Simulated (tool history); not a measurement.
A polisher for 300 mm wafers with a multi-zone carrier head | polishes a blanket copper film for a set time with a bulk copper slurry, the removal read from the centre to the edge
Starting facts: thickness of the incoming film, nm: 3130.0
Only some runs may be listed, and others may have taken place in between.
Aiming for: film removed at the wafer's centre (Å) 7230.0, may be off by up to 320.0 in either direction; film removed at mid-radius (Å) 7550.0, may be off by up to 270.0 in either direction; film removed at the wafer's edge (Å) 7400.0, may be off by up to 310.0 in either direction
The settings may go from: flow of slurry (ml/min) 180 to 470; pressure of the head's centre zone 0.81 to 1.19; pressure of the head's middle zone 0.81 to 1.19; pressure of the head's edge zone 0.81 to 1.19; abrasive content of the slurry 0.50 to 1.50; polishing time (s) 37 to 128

run,hour,flow of slurry (ml/min),pressure of the head's centre zone,pressure of the head's middle zone,pressure of the head's edge zone,abrasive content of the slurry,polishing time (s),film removed at the wafer's centre (Å),film removed at mid-radius (Å),film removed at the wafer's edge (Å)
1,0.0,300,1.00,1.00,1.00,1.00,82,5115.4,5176.7,5385.7
2,7.5,300,0.94,1.00,1.00,1.00,82,4969.2,5033.4,5238.8
3,9.2,240,0.94,1.00,1.00,1.00,82,4823.0,5060.7,5155.8
4,10.4,240,0.94,1.00,1.00,1.20,82,4941.7,5283.8,5385.5
5,14.6,240,1.01,1.00,1.00,1.20,82,5400.0,5322.1,5335.9
6,19.3,180,1.01,1.00,1.00,1.20,82,5056.1,5033.1,5213.6
7,21.4,220,1.02,1.03,1.05,1.30,86,5746.5,5657.7,5770.5
8,24.0,250,1.01,1.06,1.08,1.35,89,5983.4,6310.8,6246.7
9,26.2,280,1.03,1.07,1.11,1.40,90,6153.7,6515.6,6567.9
10,29.1,295,1.06,1.09,1.13,1.45,91,6568.8,6854.9,6719.8

Of the 4 settings listed for the next run, only one would bring every result within its allowed miss of target. Which one?
A,32.0,320,0.84,1.18,1.16,1.50,95,?,?,?
B,32.0,250,1.07,0.97,1.19,1.35,104,?,?,?
C,32.0,270,1.11,1.15,1.19,1.50,96,?,?,?
D,32.0,215,1.07,1.05,1.19,1.50,100,?,?,?

move,film removed at the wafer's centre (Å),film removed at mid-radius (Å),film removed at the wafer's edge (Å)
A,5903.5,7721.9,7362.6
B,7230.8,6764.9,7796.1
C,7133.3,7491.0,7435.3
D,6999.1,7013.3,7588.0
A: puts the biggest miss on target and leaves a different result outside tolerance
B: lands further from the targets than the last run did
C: all results land within tolerance of their targets
D: an improvement on the last run, though not all results are within tolerance
The right move is C.
